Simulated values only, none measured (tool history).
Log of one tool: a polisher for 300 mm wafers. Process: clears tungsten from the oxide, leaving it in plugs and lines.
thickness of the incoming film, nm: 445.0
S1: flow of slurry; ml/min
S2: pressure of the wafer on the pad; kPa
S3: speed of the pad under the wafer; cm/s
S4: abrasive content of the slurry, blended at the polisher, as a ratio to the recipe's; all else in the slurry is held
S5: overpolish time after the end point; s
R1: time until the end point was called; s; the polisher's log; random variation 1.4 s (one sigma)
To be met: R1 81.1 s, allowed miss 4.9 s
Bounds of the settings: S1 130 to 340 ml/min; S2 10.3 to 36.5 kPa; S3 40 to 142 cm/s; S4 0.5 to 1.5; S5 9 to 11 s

{"run": 1, "hour": 0.0, "S1": 220, "S2": 23.4, "S3": 90, "S4": 1, "S5": 11, "R1": 116.64}
{"run": 2, "hour": 6.8, "S1": 220, "S2": 23.4, "S3": 112, "S4": 1, "S5": 11, "R1": 96.985}
{"run": 3, "hour": 13.1, "S1": 220, "S2": 21.4, "S3": 112, "S4": 1, "S5": 11, "R1": 101.77}
{"run": 4, "hour": 17.8, "S1": 220, "S2": 17.9, "S3": 112, "S4": 1, "S5": 11, "R1": 122.9}
{"run": 5, "hour": 24.4, "S1": 175, "S2": 17.9, "S3": 112, "S4": 1, "S5": 11, "R1": 121.43}
{"run": 6, "hour": 31.5, "S1": 175, "S2": 19.3, "S3": 112, "S4": 1, "S5": 11, "R1": 113.06}
{"run": 7, "hour": 39.8, "S1": 175, "S2": 20.7, "S3": 112, "S4": 1, "S5": 11, "R1": 103.89}
{"run": 8, "hour": 42.5, "S1": 175, "S2": 21.4, "S3": 112, "S4": 1, "S5": 11, "R1": 101.87}
{"run": 9, "hour": 44.1, "S1": 175, "S2": 22.1, "S3": 112, "S4": 1, "S5": 11, "R1": 103}
{"run": 10, "hour": 46.1, "S1": 175, "S2": 29, "S3": 116, "S4": 1, "S5": 11, "R1": 75.634}

4 next moves are on the table. One of them brings every result within its allowed miss. Which?
{"run": "A", "hour": 48.1, "S1": 185, "S2": 31, "S3": 118, "S4": 0.95, "S5": 11, "R1": "?"}
{"run": "B", "hour": 48.1, "S1": 180, "S2": 32.4, "S3": 114, "S4": 0.9, "S5": 9, "R1": "?"}
{"run": "C", "hour": 48.1, "S1": 245, "S2": 25.5, "S3": 114, "S4": 1.1, "S5": 11, "R1": "?"}
{"run": "D", "hour": 48.1, "S1": 165, "S2": 25.5, "S3": 104, "S4": 1.25, "S5": 9, "R1": "?"}

move=A R1=70.389
move=B R1=70.983
move=C R1=81.944
move=D R1=90.964
A: further off than the last run
B: further off than the last run
C: meets every target
D: takes the result that was furthest off past its target
The right move is C.
